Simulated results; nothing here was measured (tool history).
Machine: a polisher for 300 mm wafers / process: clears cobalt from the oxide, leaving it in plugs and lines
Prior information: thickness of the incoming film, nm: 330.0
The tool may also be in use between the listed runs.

| run | day | flow of slurry (ml/min) | pressure of the wafer on the pad (psi) | speed of the pad under the wafer (m/s) | overpolish time after the end point (s) | time until the end point was called (s) | dishing of a wide line in a test structure (Å) |
|---|---|---|---|---|---|---|---|
| 1 | 0.000 | 215 | 2.0 | 1.16 | 23 | 69.857 | 569.07 |
| 2 | 0.175 | 215 | 2.0 | 1.16 | 27 | 68.737 | 623.05 |
| 3 | 0.517 | 215 | 2.0 | 1.34 | 27 | 60.831 | 652.49 |
| 4 | 0.862 | 250 | 2.0 | 1.34 | 27 | 59.971 | 653.38 |
| 5 | 1.162 | 295 | 2.0 | 1.34 | 27 | 57.168 | 685.72 |
| 6 | 1.529 | 290 | 1.7 | 1.20 | 28 | 73.857 | 593.15 |
| 7 | 1.758 | 285 | 1.5 | 1.08 | 31 | 95.858 | 592.00 |
| 8 | 1.875 | 285 | 1.4 | 1.04 | 31 | 104.610 | 545.38 |
| 9 | 2.012 | 285 | 1.3 | 1.00 | 32 | 117.180 | 538.70 |

Forecast run 10:
| 10 | 2.058 | 285 | 1.2 | 0.98 | 33 | ? | ? |

Logged for run 10: time until the end point was called (s) 127.120, dishing of a wide line in a test structure (Å) 510.40.
